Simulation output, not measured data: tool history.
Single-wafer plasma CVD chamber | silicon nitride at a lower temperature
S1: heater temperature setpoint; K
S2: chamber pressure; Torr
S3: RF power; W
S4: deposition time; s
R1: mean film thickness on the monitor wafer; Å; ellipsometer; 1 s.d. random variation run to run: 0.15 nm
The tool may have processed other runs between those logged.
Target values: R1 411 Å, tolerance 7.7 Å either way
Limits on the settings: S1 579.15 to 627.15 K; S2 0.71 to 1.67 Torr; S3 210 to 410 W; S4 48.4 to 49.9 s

{"run": 1, "hour": 0.0, "S1": 603.15, "S2": 1.19, "S3": 310, "S4": 48.4, "R1": 572.76}
{"run": 2, "hour": 3.7, "S1": 603.15, "S2": 1.12, "S3": 295, "S4": 48.4, "R1": 544.73}
{"run": 3, "hour": 6.3, "S1": 603.15, "S2": 1.06, "S3": 280, "S4": 48.4, "R1": 514.59}
{"run": 4, "hour": 11.5, "S1": 603.15, "S2": 1.01, "S3": 270, "S4": 48.4, "R1": 496.02}
{"run": 5, "hour": 15.4, "S1": 608.15, "S2": 1.01, "S3": 270, "S4": 48.4, "R1": 493.23}
{"run": 6, "hour": 16.4, "S1": 608.15, "S2": 0.97, "S3": 265, "S4": 48.4, "R1": 480.3}
{"run": 7, "hour": 19.4, "S1": 608.15, "S2": 0.93, "S3": 260, "S4": 48.4, "R1": 473.15}
{"run": 8, "hour": 25.0, "S1": 608.15, "S2": 0.9, "S3": 255, "S4": 48.4, "R1": 461.3}
{"hour": 26.9, "done": "thermocouple changed; heater temperature recalibrated"}
{"run": 9, "hour": 26.9, "S1": 608.15, "S2": 0.9, "S3": 255, "S4": 48.4, "R1": 462.56}
{"run": 10, "hour": 35.9, "S1": 608.15, "S2": 0.87, "S3": 250, "S4": 48.4, "R1": 449.17}
{"run": 11, "hour": 36.5, "S1": 608.15, "S2": 0.85, "S3": 245, "S4": 48.4, "R1": 439.23}
{"run": 12, "hour": 44.8, "S1": 608.15, "S2": 0.85, "S3": 245, "S4": 48.4, "R1": 438.73}

5 next moves are on the table. One of them brings every result within its allowed miss. Which?
{"run": "A", "hour": 53.1, "S1": 603.15, "S2": 0.88, "S3": 225, "S4": 48.4, "R1": "?"}
{"run": "B", "hour": 53.1, "S1": 609.15, "S2": 0.71, "S3": 225, "S4": 48.4, "R1": "?"}
{"run": "C", "hour": 53.1, "S1": 601.15, "S2": 0.76, "S3": 265, "S4": 48.7, "R1": "?"}
{"run": "D", "hour": 53.1, "S1": 611.15, "S2": 0.77, "S3": 265, "S4": 48.4, "R1": "?"}
{"run": "E", "hour": 53.1, "S1": 620.15, "S2": 1.01, "S3": 230, "S4": 48.4, "R1": "?"}

move=A R1=411.53
move=B R1=391.99
move=C R1=461.92
move=D R1=458.63
move=E R1=429.17
A: each result inside its tolerance
B: carries the result that was furthest off beyond its target, to the other side
C: further off than the last run
D: further off than the last run
E: closes in on the targets versus the last run, not all within tolerance yet
A is the move that brings every result within its allowed miss.
